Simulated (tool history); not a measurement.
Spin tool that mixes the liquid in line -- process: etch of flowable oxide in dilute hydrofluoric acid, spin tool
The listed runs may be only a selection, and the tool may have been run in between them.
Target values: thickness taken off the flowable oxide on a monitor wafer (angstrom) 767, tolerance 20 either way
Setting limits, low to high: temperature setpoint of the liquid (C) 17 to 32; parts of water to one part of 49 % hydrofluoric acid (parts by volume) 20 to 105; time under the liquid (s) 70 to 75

run,hour,temperature setpoint of the liquid (C),parts of water to one part of 49 % hydrofluoric acid (parts by volume),time under the liquid (s),thickness taken off the flowable oxide on a monitor wafer (angstrom)
1,0,24,55,70,400.46
2,7,23,55,70,380.69
3,8.2,25.5,50,70,471.46
4,17.2,25.5,35,70,684.1
5,19.6,26.5,35,70,712.26
6,27.9,26.5,45,70,535.19
7,30.2,26.5,45,70,543.62
8,35.1,28,40,70,655.73
9,39.1,29,40,70,674.62

Exactly one of the 4 candidate moves below puts every result within its allowed miss. Which one?
A,43.1,29.5,40,70,?
B,43.1,29.5,50,70,?
C,43.1,28.5,35,70,?
D,43.1,26.5,40,70,?

move,thickness taken off the flowable oxide on a monitor wafer (angstrom)
A,693.43
B,546.32
C,767.23
D,614.58
A: moves toward the targets from the last run without getting all of them in spec
B: its largest miss is bigger than the last run's
C: every result lands within tolerance
D: its largest miss is bigger than the last run's
The move that meets every target is C.
